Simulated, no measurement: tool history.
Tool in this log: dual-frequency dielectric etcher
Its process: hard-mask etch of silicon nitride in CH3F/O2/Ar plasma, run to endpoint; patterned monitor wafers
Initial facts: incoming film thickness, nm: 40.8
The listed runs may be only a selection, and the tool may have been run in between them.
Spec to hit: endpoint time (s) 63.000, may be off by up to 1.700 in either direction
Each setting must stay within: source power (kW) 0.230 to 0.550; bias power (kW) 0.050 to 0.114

Run 1, hour 0.0: source power (kW) 0.390, bias power (kW) 0.082. Result: endpoint time (s) 53.156.
Run 2, hour 4.8: source power (kW) 0.390, bias power (kW) 0.073. Result: endpoint time (s) 54.585.
Run 3, hour 13.7: source power (kW) 0.390, bias power (kW) 0.060. Result: endpoint time (s) 57.398.
Run 4, hour 19.1: source power (kW) 0.390, bias power (kW) 0.050. Result: endpoint time (s) 59.822.
Run 5, hour 22.6: source power (kW) 0.390, bias power (kW) 0.050. Result: endpoint time (s) 58.971.
Run 6, hour 28.5: source power (kW) 0.420, bias power (kW) 0.050. Result: endpoint time (s) 58.648.
Run 7, hour 36.4: source power (kW) 0.400, bias power (kW) 0.050. Result: endpoint time (s) 60.500.
Run 8, hour 45.1: source power (kW) 0.390, bias power (kW) 0.050. Result: endpoint time (s) 59.840.
Run 9, hour 47.0: source power (kW) 0.380, bias power (kW) 0.050. Result: endpoint time (s) 60.054.

Which of these 5 next moves meets every target?
Run A, hour 48.9: source power (kW) 0.460, bias power (kW) 0.050. Result: endpoint time (s) ?.
Run B, hour 48.9: source power (kW) 0.350, bias power (kW) 0.050. Result: endpoint time (s) ?.
Run C, hour 48.9: source power (kW) 0.370, bias power (kW) 0.064. Result: endpoint time (s) ?.
Run D, hour 48.9: source power (kW) 0.280, bias power (kW) 0.050. Result: endpoint time (s) ?.
Run E, hour 48.9: source power (kW) 0.390, bias power (kW) 0.055. Result: endpoint time (s) ?.

move  endpoint time (s)
   A             56.834
   B             63.422
   C             58.800
   D             69.394
   E             59.538
A: the biggest miss grows against the last run
B: in spec on every target
C: the biggest miss grows against the last run
D: takes the biggest miss from the last run beyond its target
E: the biggest miss grows against the last run
The right move is B.
